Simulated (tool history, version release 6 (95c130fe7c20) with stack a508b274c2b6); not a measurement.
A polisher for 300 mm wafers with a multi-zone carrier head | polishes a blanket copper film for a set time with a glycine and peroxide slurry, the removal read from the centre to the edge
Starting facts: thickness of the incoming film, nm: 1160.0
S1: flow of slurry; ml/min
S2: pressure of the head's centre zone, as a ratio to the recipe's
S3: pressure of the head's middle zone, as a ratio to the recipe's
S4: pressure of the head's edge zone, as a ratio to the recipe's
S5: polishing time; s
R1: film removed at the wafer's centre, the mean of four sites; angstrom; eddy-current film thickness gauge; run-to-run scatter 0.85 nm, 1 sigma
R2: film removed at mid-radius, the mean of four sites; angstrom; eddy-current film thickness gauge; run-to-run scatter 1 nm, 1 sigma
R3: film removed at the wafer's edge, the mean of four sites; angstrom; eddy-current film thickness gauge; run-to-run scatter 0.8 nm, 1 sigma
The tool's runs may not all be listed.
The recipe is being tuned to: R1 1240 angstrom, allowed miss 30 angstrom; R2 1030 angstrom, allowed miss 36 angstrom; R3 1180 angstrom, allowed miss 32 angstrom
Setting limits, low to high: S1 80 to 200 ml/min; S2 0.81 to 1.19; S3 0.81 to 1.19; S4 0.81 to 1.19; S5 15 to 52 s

run 1 hour=0 | S1=130 S2=1 S3=1 S4=1 S5=33 | R1=1504.4 R2=1493.8 R3=1493.4
run 2 hour=8.7 | S1=130 S2=1 S3=1 S4=0.97 S5=33 | R1=1495.5 R2=1507.2 R3=1478.6
run 3 hour=14.3 | S1=120 S2=1.01 S3=0.96 S4=0.96 S5=32 | R1=1424.9 R2=1399 R3=1417.6
run 4 hour=17.3 | S1=120 S2=1.01 S3=0.96 S4=0.96 S5=35 | R1=1558.6 R2=1522 R3=1551.9
run 5 hour=24.4 | S1=120 S2=1.03 S3=0.93 S4=0.96 S5=33 | R1=1511 R2=1393.9 R3=1456.2
-- hour=26.6 worn pad replaced by a new one
run 6 hour=26.6 | S1=120 S2=1.03 S3=0.93 S4=0.89 S5=33 | R1=1694.2 R2=1573.5 R3=1586
run 7 hour=27.3 | S1=120 S2=1.05 S3=0.92 S4=0.94 S5=32 | R1=1653.7 R2=1472.6 R3=1571
run 8 hour=32.7 | S1=95 S2=1.04 S3=0.82 S4=0.88 S5=23 | R1=1097.2 R2=909.68 R3=1042.6
run 9 hour=35.2 | S1=130 S2=1.03 S3=0.83 S4=0.96 S5=23 | R1=1203.2 R2=1009.2 R3=1161.2

Of the 4 settings listed for the next run, only one would bring every result within its allowed miss of target. Which one?
run A hour=37.7 | S1=135 S2=1.01 S3=0.81 S4=0.91 S5=24 | R1=? R2=? R3=?
run B hour=37.7 | S1=140 S2=1.03 S3=0.88 S4=0.94 S5=22 | R1=? R2=? R3=?
run C hour=37.7 | S1=90 S2=0.99 S3=0.86 S4=0.88 S5=26 | R1=? R2=? R3=?
run D hour=37.7 | S1=140 S2=1 S3=0.88 S4=1.08 S5=22 | R1=? R2=? R3=?

move=A R1=1247.7 R2=1032.9 R3=1177.7
move=B R1=1177.9 R2=1021.6 R3=1100
move=C R1=1156.1 R2=1044.2 R3=1159.7
move=D R1=1143.4 R2=1021.6 R3=1170.8
A: meets every target
B: the biggest miss grows against the last run
C: the biggest miss grows against the last run
D: the biggest miss grows against the last run
The right move is A.
